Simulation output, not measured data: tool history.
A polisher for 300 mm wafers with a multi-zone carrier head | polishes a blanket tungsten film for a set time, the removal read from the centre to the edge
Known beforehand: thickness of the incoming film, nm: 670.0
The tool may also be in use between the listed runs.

run	hour	flow of slurry (ml/min)	pressure of the head's centre zone	pressure of the head's middle zone	pressure of the head's edge zone	abrasive content of the slurry	polishing time (s)	film removed at the wafer's centre (Å)	film removed at mid-radius (Å)	film removed at the wafer's edge (Å)
1	0.0	175	1.00	1.00	1.00	1.00	43	2132.6	1992.8	2119.1
2	0.5	175	1.00	1.01	0.97	0.90	41	1976.7	1910.2	2012.4
3	3.5	215	1.00	1.01	0.97	0.90	41	1998.6	1987.7	1994.4
4	6.7	215	1.00	1.01	0.97	0.75	41	1929.1	1878.5	1926.0
5	8.8	215	1.00	1.01	0.97	0.95	41	2063.9	1965.6	2017.4
6	15.7	215	1.00	1.01	1.01	0.95	41	2003.4	1985.7	2086.2
7	18.2	185	0.92	1.04	0.91	0.70	33	1335.3	1526.6	1483.3
8	25.3	190	0.95	1.04	0.89	0.70	33	1441.0	1543.2	1450.5

Run 9 is up next; what results do you expect?
9	30.4	190	0.95	1.04	0.89	0.70	33	?	?	?

{"run 9": {"film removed at the wafer's centre (Å)": 1419.0, "film removed at mid-radius (Å)": 1499.7, "film removed at the wafer's edge (Å)": 1478.7}}
